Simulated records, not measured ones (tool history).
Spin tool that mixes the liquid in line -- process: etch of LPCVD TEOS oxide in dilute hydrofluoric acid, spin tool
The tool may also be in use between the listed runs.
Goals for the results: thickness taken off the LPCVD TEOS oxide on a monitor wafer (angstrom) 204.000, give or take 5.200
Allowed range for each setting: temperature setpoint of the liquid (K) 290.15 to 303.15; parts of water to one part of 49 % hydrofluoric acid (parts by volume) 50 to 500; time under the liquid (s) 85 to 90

run	day	temperature setpoint of the liquid (K)	parts of water to one part of 49 % hydrofluoric acid (parts by volume)	time under the liquid (s)	thickness taken off the LPCVD TEOS oxide on a monitor wafer (angstrom)
1	0.000	295.15	275	85	84.482
2	0.158	298.15	275	85	93.990
3	0.354	299.65	230	85	124.030
4	0.654	299.65	175	85	174.170
5	0.962	299.65	175	85	173.220
6	1.221	300.65	170	85	186.820
7	1.242	301.15	170	85	189.280
8	1.338	301.15	170	85	190.720
9	1.696	301.65	170	85	194.250
10	1.742	302.15	170	85	197.570

Which of these 5 next moves meets every target?
A	1.788	302.65	160	85	?
B	1.788	300.15	150	85	?
C	1.788	298.65	155	90	?
D	1.788	300.65	170	85	?
E	1.788	302.15	180	90	?

move	thickness taken off the LPCVD TEOS oxide on a monitor wafer (angstrom)
A	214.720
B	211.720
C	203.910
D	185.700
E	193.600
A: takes the biggest miss from the last run beyond its target
B: takes the biggest miss from the last run beyond its target
C: all results land within tolerance of their targets
D: further off than the last run
E: further off than the last run
Answer: C
